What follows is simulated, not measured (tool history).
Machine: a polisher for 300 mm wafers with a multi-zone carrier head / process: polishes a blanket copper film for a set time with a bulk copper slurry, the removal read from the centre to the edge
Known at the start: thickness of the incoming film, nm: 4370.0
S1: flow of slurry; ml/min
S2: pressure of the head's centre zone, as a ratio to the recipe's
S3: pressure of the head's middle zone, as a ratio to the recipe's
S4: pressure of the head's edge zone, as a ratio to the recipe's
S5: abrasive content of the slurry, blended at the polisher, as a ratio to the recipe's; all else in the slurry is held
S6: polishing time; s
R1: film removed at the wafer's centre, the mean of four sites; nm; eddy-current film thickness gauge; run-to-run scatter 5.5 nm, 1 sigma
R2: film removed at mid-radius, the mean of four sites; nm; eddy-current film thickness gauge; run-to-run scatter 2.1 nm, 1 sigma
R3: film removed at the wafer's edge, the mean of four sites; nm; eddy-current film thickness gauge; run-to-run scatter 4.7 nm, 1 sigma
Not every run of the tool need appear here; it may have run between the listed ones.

Run 1, hour 0: S1 215 ml/min, S2 1, S3 1, S4 1, S5 1, S6 47 s. Result: R1 508.64 nm, R2 457.4 nm, R3 462.88 nm.
Run 2, hour 4.6: S1 210 ml/min, S2 0.98, S3 0.98, S4 0.99, S5 0.95, S6 47 s. Result: R1 500.44 nm, R2 441.55 nm, R3 448.7 nm.
Run 3, hour 10.9: S1 205 ml/min, S2 0.96, S3 0.97, S4 1, S5 0.9, S6 47 s. Result: R1 481.48 nm, R2 437.54 nm, R3 449.74 nm.
Run 4, hour 19.6: S1 200 ml/min, S2 0.95, S3 0.95, S4 1, S5 0.85, S6 47 s. Result: R1 466.05 nm, R2 423.44 nm, R3 437.61 nm.
Run 5, hour 21.7: S1 195 ml/min, S2 0.94, S3 0.94, S4 1, S5 0.8, S6 47 s. Result: R1 452.01 nm, R2 418.03 nm, R3 447.16 nm.
At hour 29.7: centre zone pressure recalibrated.
Run 6, hour 29.7: S1 195 ml/min, S2 0.93, S3 0.93, S4 0.99, S5 0.75, S6 47 s. Result: R1 412.55 nm, R2 411.06 nm, R3 432.25 nm.
Run 7, hour 33.7: S1 190 ml/min, S2 0.94, S3 0.92, S4 0.99, S5 0.75, S6 47 s. Result: R1 398.15 nm, R2 402.71 nm, R3 427.56 nm.
Run 8, hour 38.3: S1 190 ml/min, S2 0.95, S3 0.91, S4 0.99, S5 0.75, S6 47 s. Result: R1 411.23 nm, R2 403.19 nm, R3 431.12 nm.
Run 9, hour 39: S1 190 ml/min, S2 0.96, S3 0.9, S4 0.99, S5 0.75, S6 47 s. Result: R1 410.56 nm, R2 403.4 nm, R3 441.8 nm.

Expected results for the next run?
Run 10, hour 42.1: S1 190 ml/min, S2 0.96, S3 0.9, S4 0.99, S5 0.75, S6 47 s. Result: R1 ?, R2 ?, R3 ?.

R1: 422.58 nm
R2: 397.54 nm
R3: 428.17 nm
